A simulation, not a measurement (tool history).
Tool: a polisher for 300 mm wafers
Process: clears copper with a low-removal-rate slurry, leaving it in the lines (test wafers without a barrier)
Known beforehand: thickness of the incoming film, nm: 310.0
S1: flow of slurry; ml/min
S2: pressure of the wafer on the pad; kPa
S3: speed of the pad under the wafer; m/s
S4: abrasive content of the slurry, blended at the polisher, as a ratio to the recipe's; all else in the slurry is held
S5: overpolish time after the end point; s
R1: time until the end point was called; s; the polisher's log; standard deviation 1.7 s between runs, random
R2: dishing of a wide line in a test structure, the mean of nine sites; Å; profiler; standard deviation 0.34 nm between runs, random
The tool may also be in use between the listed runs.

run,hour,S1,S2,S3,S4,S5,R1,R2
1,0,145,23.4,0.92,1,10,113.96,191.23
2,1.9,140,21.4,0.92,1,11,121.5,194.86
3,4,140,21.4,1.1,1,11,105.17,224.24
4,9,140,21.4,1.1,1.1,11,100.87,233.61
5,15.4,165,21.4,1.1,1.1,11,99.039,236.27
6,19.2,160,18.6,1.08,1.1,12,116.13,221.17
7,25.1,160,16.5,1.08,1.1,13,130.4,221.52

What does the tool deliver on the next run?
8,25.9,160,15.2,1.08,1.1,13,?,?

R1: 138.5 s
R2: 192.89 Å
